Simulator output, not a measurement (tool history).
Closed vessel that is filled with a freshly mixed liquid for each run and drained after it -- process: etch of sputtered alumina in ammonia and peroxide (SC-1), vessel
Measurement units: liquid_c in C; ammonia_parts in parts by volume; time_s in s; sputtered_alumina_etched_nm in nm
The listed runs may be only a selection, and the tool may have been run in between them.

{"run": 1, "hour": 0.0, "liquid_c": 58, "ammonia_parts": 0.7, "time_s": 70, "sputtered_alumina_etched_nm": 5.5328}
{"run": 2, "hour": 1.8, "liquid_c": 63.5, "ammonia_parts": 0.7, "time_s": 70, "sputtered_alumina_etched_nm": 7.2222}
{"run": 3, "hour": 4.2, "liquid_c": 62, "ammonia_parts": 0.7, "time_s": 70, "sputtered_alumina_etched_nm": 6.7525}
{"run": 4, "hour": 9.1, "liquid_c": 68, "ammonia_parts": 0.7, "time_s": 70, "sputtered_alumina_etched_nm": 9.1298}
{"run": 5, "hour": 12.9, "liquid_c": 68, "ammonia_parts": 0.7, "time_s": 55, "sputtered_alumina_etched_nm": 7.0156}
{"run": 6, "hour": 19.7, "liquid_c": 61.5, "ammonia_parts": 0.7, "time_s": 55, "sputtered_alumina_etched_nm": 5.1757}
{"run": 7, "hour": 23.7, "liquid_c": 61, "ammonia_parts": 0.7, "time_s": 55, "sputtered_alumina_etched_nm": 5.0894}

Predict the results of run 8:
{"run": 8, "hour": 30.0, "liquid_c": 57, "ammonia_parts": 0.7, "time_s": 55, "sputtered_alumina_etched_nm": "?"}

sputtered_alumina_etched_nm: 4.0917 nm
